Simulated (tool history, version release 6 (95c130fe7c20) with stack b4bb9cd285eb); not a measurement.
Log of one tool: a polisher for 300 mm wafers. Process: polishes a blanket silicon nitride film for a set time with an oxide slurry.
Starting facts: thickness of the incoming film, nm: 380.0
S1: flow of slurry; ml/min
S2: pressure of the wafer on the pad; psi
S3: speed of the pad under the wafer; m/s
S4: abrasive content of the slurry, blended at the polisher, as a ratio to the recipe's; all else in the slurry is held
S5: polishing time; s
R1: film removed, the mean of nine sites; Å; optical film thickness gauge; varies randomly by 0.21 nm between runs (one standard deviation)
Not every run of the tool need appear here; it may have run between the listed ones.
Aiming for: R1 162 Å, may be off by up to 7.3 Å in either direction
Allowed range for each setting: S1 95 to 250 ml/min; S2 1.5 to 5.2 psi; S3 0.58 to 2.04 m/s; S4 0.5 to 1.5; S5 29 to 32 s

{"run": 1, "day": 0.0, "S1": 160, "S2": 3.3, "S3": 1.3, "S4": 1, "S5": 32, "R1": 281.49}
{"run": 2, "day": 0.192, "S1": 160, "S2": 2.8, "S3": 1.28, "S4": 1, "S5": 32, "R1": 234.65}
{"run": 3, "day": 0.4, "S1": 160, "S2": 2.8, "S3": 1.5, "S4": 1, "S5": 32, "R1": 259.77}
{"run": 4, "day": 0.638, "S1": 160, "S2": 2.4, "S3": 1.48, "S4": 1, "S5": 32, "R1": 222.55}
{"run": 5, "day": 0.992, "S1": 160, "S2": 2.4, "S3": 1.48, "S4": 0.85, "S5": 32, "R1": 211.71}
{"run": 6, "day": 1.079, "S1": 175, "S2": 2.4, "S3": 1.48, "S4": 0.85, "S5": 32, "R1": 211.39}
{"run": 7, "day": 1.167, "S1": 175, "S2": 2.2, "S3": 1.48, "S4": 0.85, "S5": 32, "R1": 192.33}
{"run": 8, "day": 1.533, "S1": 175, "S2": 2.1, "S3": 1.48, "S4": 0.85, "S5": 32, "R1": 185.81}
{"run": 9, "day": 1.812, "S1": 170, "S2": 1.6, "S3": 1.46, "S4": 0.85, "S5": 32, "R1": 143.84}
{"run": 10, "day": 1.879, "S1": 170, "S2": 1.6, "S3": 1.46, "S4": 0.85, "S5": 32, "R1": 146.36}
{"run": 11, "day": 2.067, "S1": 170, "S2": 1.7, "S3": 1.46, "S4": 0.85, "S5": 32, "R1": 153.37}

Which single option among these 5 for the next run brings every result within its allowed miss of target? Just one does.
{"run": "A", "day": 2.254, "S1": 160, "S2": 1.9, "S3": 1.38, "S4": 0.8, "S5": 29, "R1": "?"}
{"run": "B", "day": 2.254, "S1": 195, "S2": 2, "S3": 1.5, "S4": 0.85, "S5": 32, "R1": "?"}
{"run": "C", "day": 2.254, "S1": 165, "S2": 1.7, "S3": 1.24, "S4": 1.15, "S5": 31, "R1": "?"}
{"run": "D", "day": 2.254, "S1": 195, "S2": 1.8, "S3": 1.46, "S4": 0.8, "S5": 32, "R1": "?"}
{"run": "E", "day": 2.254, "S1": 210, "S2": 1.8, "S3": 1.36, "S4": 0.8, "S5": 30, "R1": "?"}

move=A R1=143.15
move=B R1=185.08
move=C R1=145.29
move=D R1=160.09
move=E R1=142.8
A: its largest miss is bigger than the last run's
B: carries the result that was furthest off beyond its target, to the other side
C: its largest miss is bigger than the last run's
D: all results land within tolerance of their targets
E: its largest miss is bigger than the last run's
D is the move that brings every result within its allowed miss.
